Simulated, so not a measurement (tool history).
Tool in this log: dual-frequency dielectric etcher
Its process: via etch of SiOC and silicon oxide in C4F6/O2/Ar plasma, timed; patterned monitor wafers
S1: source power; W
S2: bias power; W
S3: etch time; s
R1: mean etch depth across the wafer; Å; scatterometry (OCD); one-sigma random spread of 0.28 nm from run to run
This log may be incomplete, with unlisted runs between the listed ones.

run	hour	S1	S2	S3	R1
1	0	280	213	48.5	504.79
2	6.9	280	213	44.5	465.4
3	8.9	280	213	44.5	459.64
4	10.2	310	223	44.5	478.21
5	17.6	320	245	45.5	505.61
6	24.5	330	258	46	523.9
7	30.5	340	264	46	528.41
8	36.6	350	270	46	533.04
9	41	360	276	46	541.17

The next listed run, before its measurement:
10	44	360	279	46	?

R1: 542.04 Å
